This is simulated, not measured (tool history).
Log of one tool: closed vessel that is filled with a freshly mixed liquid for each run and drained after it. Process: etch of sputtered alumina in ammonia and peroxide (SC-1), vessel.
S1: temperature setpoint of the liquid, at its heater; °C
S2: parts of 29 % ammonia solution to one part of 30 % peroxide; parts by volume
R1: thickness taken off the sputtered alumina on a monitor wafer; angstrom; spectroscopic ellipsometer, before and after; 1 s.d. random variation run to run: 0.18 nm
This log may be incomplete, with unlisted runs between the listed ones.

run 1 day=0 | S1=47 S2=0.7 time_in_the_liquid_(s)=2440 | R1=780.95
run 2 day=0.079 | S1=47 S2=0.7 time_in_the_liquid_(s)=2605 | R1=832.82
run 3 day=0.192 | S1=44.5 S2=0.6 time_in_the_liquid_(s)=2565 | R1=706.49
run 4 day=0.296 | S1=43 S2=0.5 time_in_the_liquid_(s)=2545 | R1=634.07
run 5 day=0.671 | S1=43 S2=0.7 time_in_the_liquid_(s)=2545 | R1=654.87
run 6 day=0.862 | S1=43 S2=0.55 time_in_the_liquid_(s)=2545 | R1=638.92
run 7 day=1.179 | S1=43 S2=0.55 time_in_the_liquid_(s)=2545 | R1=632.68
run 8 day=1.342 | S1=41.5 S2=0.45 time_in_the_liquid_(s)=2535 | R1=572.61

The next listed run, before its measurement:
run 9 day=1.404 | S1=40.5 S2=0.4 time_in_the_liquid_(s)=2520 | R1=?

R1: 529.7 angstrom
